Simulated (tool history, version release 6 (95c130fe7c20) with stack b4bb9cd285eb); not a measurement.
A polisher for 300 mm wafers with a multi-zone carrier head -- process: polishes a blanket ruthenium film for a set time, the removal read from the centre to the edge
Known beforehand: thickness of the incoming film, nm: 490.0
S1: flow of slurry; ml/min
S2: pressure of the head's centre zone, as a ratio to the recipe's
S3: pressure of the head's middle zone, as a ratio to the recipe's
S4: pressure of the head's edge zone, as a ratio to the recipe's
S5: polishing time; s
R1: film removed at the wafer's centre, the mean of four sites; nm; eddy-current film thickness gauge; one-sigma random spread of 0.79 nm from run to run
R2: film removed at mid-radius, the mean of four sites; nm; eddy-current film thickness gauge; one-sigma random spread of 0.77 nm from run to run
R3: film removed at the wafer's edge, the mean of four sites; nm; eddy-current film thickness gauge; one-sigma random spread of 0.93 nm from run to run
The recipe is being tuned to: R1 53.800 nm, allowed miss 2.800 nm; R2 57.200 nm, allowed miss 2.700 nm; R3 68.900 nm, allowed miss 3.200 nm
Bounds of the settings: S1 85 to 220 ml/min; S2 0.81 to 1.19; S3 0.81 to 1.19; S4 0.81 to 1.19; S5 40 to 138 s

run 1 hour=0.0 | S1=140 S2=1.00 S3=1.00 S4=1.00 S5=88 | R1=101.290 R2=98.668 R3=100.560
run 2 hour=8.7 | S1=140 S2=1.00 S3=1.05 S4=1.00 S5=88 | R1=96.730 R2=103.630 R3=97.553
run 3 hour=15.2 | S1=170 S2=1.00 S3=1.05 S4=1.00 S5=88 | R1=102.720 R2=107.570 R3=103.440
run 4 hour=17.7 | S1=170 S2=0.97 S3=1.05 S4=1.00 S5=88 | R1=102.090 R2=107.110 R3=103.850
run 5 hour=25.7 | S1=170 S2=1.01 S3=1.05 S4=1.00 S5=88 | R1=106.000 R2=106.100 R3=104.910
run 6 hour=29.1 | S1=160 S2=0.98 S3=1.02 S4=1.03 S5=82 | R1=92.317 R2=93.815 R3=96.433
run 7 hour=35.7 | S1=120 S2=0.88 S3=0.92 S4=1.06 S5=57 | R1=52.781 R2=58.867 R3=63.748
run 8 hour=43.1 | S1=120 S2=0.88 S3=0.91 S4=1.07 S5=57 | R1=53.160 R2=56.123 R3=65.009
run 9 hour=48.7 | S1=120 S2=0.88 S3=0.91 S4=1.08 S5=57 | R1=54.084 R2=55.281 R3=64.795

5 candidate next runs follow, results not yet known. Just one meets every target within its allowed miss. Identify it.
run A hour=54.3 | S1=150 S2=1.10 S3=0.89 S4=1.14 S5=50 | R1=? R2=? R3=?
run B hour=54.3 | S1=160 S2=0.97 S3=0.94 S4=1.07 S5=53 | R1=? R2=? R3=?
run C hour=54.3 | S1=125 S2=0.88 S3=0.88 S4=1.02 S5=52 | R1=? R2=? R3=?
run D hour=54.3 | S1=120 S2=0.84 S3=0.89 S4=1.14 S5=59 | R1=? R2=? R3=?
run E hour=54.3 | S1=95 S2=0.96 S3=0.93 S4=1.08 S5=53 | R1=? R2=? R3=?

move=A R1=62.667 R2=51.768 R3=61.002
move=B R1=59.368 R2=58.187 R3=63.591
move=C R1=49.737 R2=51.320 R3=59.073
move=D R1=53.234 R2=58.193 R3=69.485
move=E R1=50.676 R2=50.695 R3=58.355
A: moves away from the targets compared with the last run
B: moves away from the targets compared with the last run
C: moves away from the targets compared with the last run
D: each result inside its tolerance
E: moves away from the targets compared with the last run
So the answer is move D, the one that meets all the targets.
